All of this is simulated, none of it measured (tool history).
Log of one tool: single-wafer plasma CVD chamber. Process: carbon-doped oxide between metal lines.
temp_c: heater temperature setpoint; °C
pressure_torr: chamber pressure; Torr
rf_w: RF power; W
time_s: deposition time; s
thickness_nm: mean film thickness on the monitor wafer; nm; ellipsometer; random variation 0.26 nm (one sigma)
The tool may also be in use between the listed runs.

run 1 hour=0 | temp_c=330 pressure_torr=4.63 rf_w=620 time_s=8.4 | thickness_nm=52.391
run 2 hour=5.1 | temp_c=327 pressure_torr=4.86 rf_w=630 time_s=8.4 | thickness_nm=54.275
run 3 hour=9.9 | temp_c=324 pressure_torr=5.05 rf_w=635 time_s=8.4 | thickness_nm=55.45
run 4 hour=13.8 | temp_c=322 pressure_torr=5.23 rf_w=640 time_s=8.4 | thickness_nm=56.373
run 5 hour=20.5 | temp_c=316 pressure_torr=5.23 rf_w=640 time_s=8.4 | thickness_nm=57.396
run 6 hour=24.6 | temp_c=316 pressure_torr=5.65 rf_w=640 time_s=8.4 | thickness_nm=58.369
run 7 hour=33.2 | temp_c=315 pressure_torr=5.77 rf_w=645 time_s=8.4 | thickness_nm=58.967

The next listed run, before its measurement:
run 8 hour=35 | temp_c=314 pressure_torr=5.86 rf_w=650 time_s=8.4 | thickness_nm=?

Run 8 gave thickness_nm 59.39 nm.

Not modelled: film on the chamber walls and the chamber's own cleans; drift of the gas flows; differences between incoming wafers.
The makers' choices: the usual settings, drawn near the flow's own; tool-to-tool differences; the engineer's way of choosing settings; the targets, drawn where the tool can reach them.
